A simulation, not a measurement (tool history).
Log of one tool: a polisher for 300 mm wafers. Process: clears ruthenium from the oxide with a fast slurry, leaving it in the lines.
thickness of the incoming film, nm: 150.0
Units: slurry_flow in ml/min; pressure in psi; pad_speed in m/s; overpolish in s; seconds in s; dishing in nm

run	hour	slurry_flow	pressure	pad_speed	slurry_solids	overpolish	seconds	dishing
1	0	265	2.6	1	1	20	39.26	46.233
2	6	265	2.6	1	1	18	38.852	43.189
3	14.8	265	2.6	1	1	16	38.292	39.205
4	22.1	265	2.6	1	1	15	38.717	37.546
5	27.4	265	2.6	1	1	14	38.493	36.079
6	34.2	205	2.6	1	1	14	39.852	35.417

The next listed run, before its measurement:
7	37.6	210	2.6	1	1	13	?	?

Run 7 gave seconds 40.309 s, dishing 33.926 nm.
